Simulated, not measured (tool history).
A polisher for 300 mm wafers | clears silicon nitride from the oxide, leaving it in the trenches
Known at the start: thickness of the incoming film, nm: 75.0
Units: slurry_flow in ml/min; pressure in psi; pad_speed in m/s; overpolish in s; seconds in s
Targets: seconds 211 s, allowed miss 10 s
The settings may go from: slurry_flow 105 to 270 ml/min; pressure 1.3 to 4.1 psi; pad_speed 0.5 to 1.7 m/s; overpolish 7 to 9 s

run	hour	slurry_flow	pressure	pad_speed	overpolish	seconds
1	0	175	2.7	1.1	9	104.25
2	2.7	175	2.7	1.26	9	90.192
3	8.8	175	2.4	1.18	9	107.16
4	14.6	150	2.4	1.18	9	111.68
5	15.2	150	2.4	0.94	9	137.57
6	21	110	2.4	0.94	9	143.21
7	29.3	110	2.2	0.94	9	157.15
8	32.3	110	2.1	0.94	9	167.92
9	38	110	2	0.94	9	172.47
10	42.8	110	1.9	0.94	9	185.22
# hour 43.5: worn pad replaced by a new one
11	43.5	110	1.8	0.94	9	169.27
12	50.6	110	1.7	0.9	9	189.82
13	58.6	110	1.6	0.9	9	200.75

5 next moves are on the table. One of them brings every result within its allowed miss. Which?
A	66.6	105	2.2	0.7	7	?
B	66.6	125	1.7	0.78	9	?
C	66.6	145	1.5	0.96	7	?
D	66.6	110	1.8	0.84	7	?
E	66.6	110	1.4	1.04	9	?

move	seconds
A	189.24
B	212.11
C	191.2
D	191.11
E	197.45
A: further off than the last run
B: meets every target
C: further off than the last run
D: further off than the last run
E: further off than the last run
The right move is B.
